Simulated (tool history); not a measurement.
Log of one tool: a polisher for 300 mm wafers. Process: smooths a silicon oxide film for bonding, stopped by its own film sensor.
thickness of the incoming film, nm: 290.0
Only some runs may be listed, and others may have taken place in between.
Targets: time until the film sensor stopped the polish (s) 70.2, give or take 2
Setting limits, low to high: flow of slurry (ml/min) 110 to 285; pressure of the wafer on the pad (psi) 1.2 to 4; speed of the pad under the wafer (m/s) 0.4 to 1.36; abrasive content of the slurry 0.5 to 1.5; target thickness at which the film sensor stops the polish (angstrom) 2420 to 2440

run,hour,flow of slurry (ml/min),pressure of the wafer on the pad (psi),speed of the pad under the wafer (m/s),abrasive content of the slurry,target thickness at which the film sensor stops the polish (angstrom),time until the film sensor stopped the polish (s)
1,0,180,2.6,0.88,1,2440,60.609
2,8.4,180,2.6,1.06,1,2440,51.846
3,13.7,175,2.5,1.06,1,2440,54.101
4,19,215,2.5,1.06,1,2440,52.332
5,20.7,210,2.4,1.06,1,2440,52.68
6,28.1,210,2.4,0.94,1,2440,59.668
7,32,210,2.4,0.94,1,2440,58.189
8,36.1,200,2.4,0.94,1,2440,59.654
9,38.1,190,2.3,0.94,1,2440,62.049
10,41,185,2.3,0.94,1,2440,61.365
11,43.1,185,2.2,0.94,1,2440,62.924
12,51.7,185,2.1,0.94,1,2440,65.08
13,52.2,180,2.1,0.94,1,2440,64.757
14,55.7,180,2.1,0.94,1,2440,63.989
15,57.2,180,2,0.94,1,2440,67.552

4 candidate next runs follow, results not yet known. Just one meets every target within its allowed miss. Identify it.
A,58.7,165,2,0.9,1.1,2420,?
B,58.7,190,1.7,1.1,1.05,2420,?
C,58.7,130,1.9,0.98,1.1,2440,?
D,58.7,195,2,1,1.1,2430,?

move,time until the film sensor stopped the polish (s)
A,68.946
B,64.237
C,66.295
D,60.548
A: hits every target within its allowed miss
B: moves away from the targets compared with the last run
C: moves away from the targets compared with the last run
D: moves away from the targets compared with the last run
A is the move that brings every result within its allowed miss.
